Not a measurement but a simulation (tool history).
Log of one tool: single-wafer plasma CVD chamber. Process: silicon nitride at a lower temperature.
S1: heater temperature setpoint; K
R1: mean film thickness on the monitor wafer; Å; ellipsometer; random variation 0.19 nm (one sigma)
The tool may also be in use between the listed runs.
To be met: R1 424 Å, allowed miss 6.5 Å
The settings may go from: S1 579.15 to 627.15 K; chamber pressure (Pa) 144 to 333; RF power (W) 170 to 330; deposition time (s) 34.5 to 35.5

{"run": 1, "hour": 0.0, "S1": 603.15, "chamber pressure (Pa)": 239, "RF power (W)": 250, "deposition time (s)": 34.5, "R1": 369.82}
{"run": 2, "hour": 8.3, "S1": 595.15, "chamber pressure (Pa)": 239, "RF power (W)": 250, "deposition time (s)": 34.5, "R1": 370.1}
{"run": 3, "hour": 16.5, "S1": 595.15, "chamber pressure (Pa)": 276, "RF power (W)": 250, "deposition time (s)": 34.5, "R1": 390.76}
{"run": 4, "hour": 22.3, "S1": 595.15, "chamber pressure (Pa)": 293, "RF power (W)": 250, "deposition time (s)": 34.5, "R1": 402.24}
{"run": 5, "hour": 25.2, "S1": 595.15, "chamber pressure (Pa)": 304, "RF power (W)": 250, "deposition time (s)": 34.5, "R1": 406.38}
{"run": 6, "hour": 27.1, "S1": 605.15, "chamber pressure (Pa)": 304, "RF power (W)": 250, "deposition time (s)": 34.5, "R1": 400.8}
{"run": 7, "hour": 31.9, "S1": 604.15, "chamber pressure (Pa)": 315, "RF power (W)": 250, "deposition time (s)": 34.5, "R1": 403.81}
{"run": 8, "hour": 40.4, "S1": 602.15, "chamber pressure (Pa)": 321, "RF power (W)": 250, "deposition time (s)": 34.5, "R1": 413.51}
{"run": 9, "hour": 43.1, "S1": 597.15, "chamber pressure (Pa)": 333, "RF power (W)": 250, "deposition time (s)": 34.5, "R1": 415.6}

Which of these 4 next moves meets every target?
{"run": "A", "hour": 45.8, "S1": 604.15, "chamber pressure (Pa)": 307, "RF power (W)": 255, "deposition time (s)": 35.5, "R1": "?"}
{"run": "B", "hour": 45.8, "S1": 599.15, "chamber pressure (Pa)": 321, "RF power (W)": 265, "deposition time (s)": 34.9, "R1": "?"}
{"run": "C", "hour": 45.8, "S1": 603.15, "chamber pressure (Pa)": 333, "RF power (W)": 240, "deposition time (s)": 35.5, "R1": "?"}
{"run": "D", "hour": 45.8, "S1": 593.15, "chamber pressure (Pa)": 333, "RF power (W)": 240, "deposition time (s)": 35, "R1": "?"}

move=A R1=425.77
move=B R1=440.04
move=C R1=412.42
move=D R1=408.23
A: meets every target
B: takes the result that was furthest off past its target
C: further off than the last run
D: further off than the last run
Answer: A

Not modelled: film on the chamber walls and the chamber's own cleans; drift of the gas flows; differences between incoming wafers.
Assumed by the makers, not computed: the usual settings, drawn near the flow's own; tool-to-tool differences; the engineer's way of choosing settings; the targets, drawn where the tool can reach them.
